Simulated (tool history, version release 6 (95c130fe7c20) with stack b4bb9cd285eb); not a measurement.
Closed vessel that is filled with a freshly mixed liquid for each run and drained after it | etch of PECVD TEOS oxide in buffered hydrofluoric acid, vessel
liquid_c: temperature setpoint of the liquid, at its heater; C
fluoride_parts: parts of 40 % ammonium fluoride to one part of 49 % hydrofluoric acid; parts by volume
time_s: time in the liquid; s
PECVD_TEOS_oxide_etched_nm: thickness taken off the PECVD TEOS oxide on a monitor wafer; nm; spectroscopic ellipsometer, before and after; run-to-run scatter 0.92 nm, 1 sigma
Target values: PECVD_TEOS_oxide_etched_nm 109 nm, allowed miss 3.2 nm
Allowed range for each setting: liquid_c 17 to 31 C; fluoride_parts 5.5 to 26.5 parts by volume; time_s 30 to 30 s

run 1 hour=0 | liquid_c=23 fluoride_parts=16 time_s=30 | PECVD_TEOS_oxide_etched_nm=34.505
run 2 hour=2.8 | liquid_c=24 fluoride_parts=14.5 time_s=30 | PECVD_TEOS_oxide_etched_nm=40.259
run 3 hour=6.9 | liquid_c=25 fluoride_parts=13 time_s=30 | PECVD_TEOS_oxide_etched_nm=47.553
run 4 hour=14.1 | liquid_c=26 fluoride_parts=12 time_s=30 | PECVD_TEOS_oxide_etched_nm=54.111
run 5 hour=21.8 | liquid_c=29 fluoride_parts=12 time_s=30 | PECVD_TEOS_oxide_etched_nm=63.693
run 6 hour=28.5 | liquid_c=29.5 fluoride_parts=11 time_s=30 | PECVD_TEOS_oxide_etched_nm=72.054
run 7 hour=36.9 | liquid_c=29.5 fluoride_parts=10.5 time_s=30 | PECVD_TEOS_oxide_etched_nm=73.01
run 8 hour=39.8 | liquid_c=29.5 fluoride_parts=10.5 time_s=30 | PECVD_TEOS_oxide_etched_nm=74.019
run 9 hour=41.6 | liquid_c=29.5 fluoride_parts=10 time_s=30 | PECVD_TEOS_oxide_etched_nm=76.649
run 10 hour=42.8 | liquid_c=29.5 fluoride_parts=10 time_s=30 | PECVD_TEOS_oxide_etched_nm=76.991
run 11 hour=47.7 | liquid_c=29.5 fluoride_parts=9.5 time_s=30 | PECVD_TEOS_oxide_etched_nm=79.819

Which one of the following 4 next-run settings gets every result inside its allowed miss? There is exactly one.
run A hour=52.6 | liquid_c=31 fluoride_parts=8 time_s=30 | PECVD_TEOS_oxide_etched_nm=?
run B hour=52.6 | liquid_c=27 fluoride_parts=7.5 time_s=30 | PECVD_TEOS_oxide_etched_nm=?
run C hour=52.6 | liquid_c=29.5 fluoride_parts=7 time_s=30 | PECVD_TEOS_oxide_etched_nm=?
run D hour=52.6 | liquid_c=30 fluoride_parts=11 time_s=30 | PECVD_TEOS_oxide_etched_nm=?

move=A PECVD_TEOS_oxide_etched_nm=102.59
move=B PECVD_TEOS_oxide_etched_nm=89.086
move=C PECVD_TEOS_oxide_etched_nm=109.55
move=D PECVD_TEOS_oxide_etched_nm=73.125
A: nearer the targets than the last run, but a result is still out of spec
B: nearer the targets than the last run, but a result is still out of spec
C: every result within its allowed miss
D: the biggest miss grows against the last run
Correct choice: C, which meets every target

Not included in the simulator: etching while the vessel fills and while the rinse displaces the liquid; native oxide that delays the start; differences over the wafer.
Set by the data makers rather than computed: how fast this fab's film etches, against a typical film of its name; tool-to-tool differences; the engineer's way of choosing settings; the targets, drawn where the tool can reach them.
